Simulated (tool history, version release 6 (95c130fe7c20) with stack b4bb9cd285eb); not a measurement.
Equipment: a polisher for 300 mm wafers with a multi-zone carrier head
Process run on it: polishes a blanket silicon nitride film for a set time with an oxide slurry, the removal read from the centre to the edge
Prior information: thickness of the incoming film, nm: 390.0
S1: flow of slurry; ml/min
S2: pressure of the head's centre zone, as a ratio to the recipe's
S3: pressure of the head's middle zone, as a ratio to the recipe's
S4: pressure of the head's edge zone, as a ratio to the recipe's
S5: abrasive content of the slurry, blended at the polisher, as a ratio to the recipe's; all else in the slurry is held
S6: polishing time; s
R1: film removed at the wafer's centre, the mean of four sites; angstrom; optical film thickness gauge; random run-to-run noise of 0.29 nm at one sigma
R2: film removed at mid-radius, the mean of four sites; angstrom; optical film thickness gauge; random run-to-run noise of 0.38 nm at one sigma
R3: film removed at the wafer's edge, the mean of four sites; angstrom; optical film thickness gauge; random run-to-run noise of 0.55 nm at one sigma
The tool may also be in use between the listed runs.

run    day   S1    S2    S3    S4    S5   S6      R1      R2      R3
  1      0  190     1     1     1     1   85  581.17  586.42  585.52
  2  0.079  190     1     1     1     1  106   720.7  716.29  707.22
  3  0.288  165     1     1     1     1  106   701.7  706.97  703.18
  4  0.421  205     1     1     1     1  106  730.52  726.03   721.6
  5  0.567  200     1  1.01  0.97  0.95  104  701.76  693.46  671.94
  6  0.879  195  0.99  1.02  0.95   0.9  103  666.44  678.01  650.12
  7  1.238  195  0.99  1.03  0.93  0.85  101  641.35  649.66  609.82
  8  1.454  195  0.98  1.04  0.91   0.8  100  610.44  640.29  602.39
  9  1.529  200  0.99  1.06   0.9  0.75   97   582.7  618.15  549.17
 10  1.892  200  0.99  1.06  0.89   0.7   96  559.98  593.99  530.84
 11  2.242  195  0.99  1.07  0.88  0.65   95   537.8   576.3  506.65
 12  2.612  190  0.99  1.07  0.87  0.65   95  533.51  574.22  513.94

Expected results for the next run?
 13  2.879  195  0.99  1.07  0.87  0.65  94   ?   ?   ?

R1: 528.91 angstrom
R2: 565.32 angstrom
R3: 505.78 angstrom
